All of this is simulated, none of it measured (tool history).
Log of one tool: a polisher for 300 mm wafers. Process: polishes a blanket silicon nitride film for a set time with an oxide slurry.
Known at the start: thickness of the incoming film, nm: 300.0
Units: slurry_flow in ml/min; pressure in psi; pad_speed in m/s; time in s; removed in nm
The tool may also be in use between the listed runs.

Run 1, hour 0: slurry_flow 255 ml/min, pressure 3.3 psi, pad_speed 1 m/s, slurry_solids 1, time 119 s. Result: removed 56.478 nm.
Run 2, hour 4.7: slurry_flow 255 ml/min, pressure 3.5 psi, pad_speed 1 m/s, slurry_solids 1, time 119 s. Result: removed 60.606 nm.
Run 3, hour 11.7: slurry_flow 255 ml/min, pressure 3.7 psi, pad_speed 1 m/s, slurry_solids 1, time 119 s. Result: removed 62.398 nm.
Run 4, hour 15.4: slurry_flow 255 ml/min, pressure 3.9 psi, pad_speed 1 m/s, slurry_solids 1, time 119 s. Result: removed 64.274 nm.
At hour 18.2: head pressure recalibrated.
Run 5, hour 18.2: slurry_flow 205 ml/min, pressure 3.9 psi, pad_speed 1 m/s, slurry_solids 1, time 119 s. Result: removed 69.663 nm.
Run 6, hour 25.8: slurry_flow 205 ml/min, pressure 3.9 psi, pad_speed 1 m/s, slurry_solids 0.85, time 119 s. Result: removed 64.783 nm.
Run 7, hour 34.8: slurry_flow 205 ml/min, pressure 4.1 psi, pad_speed 1 m/s, slurry_solids 0.85, time 119 s. Result: removed 68.858 nm.
Run 8, hour 38.7: slurry_flow 205 ml/min, pressure 4.2 psi, pad_speed 1 m/s, slurry_solids 0.85, time 119 s. Result: removed 68.433 nm.

The next listed run, before its measurement:
Run 9, hour 43.8: slurry_flow 205 ml/min, pressure 4.3 psi, pad_speed 1 m/s, slurry_solids 0.85, time 119 s. Result: removed ?.

{"run 9": {"removed": 69.835}}
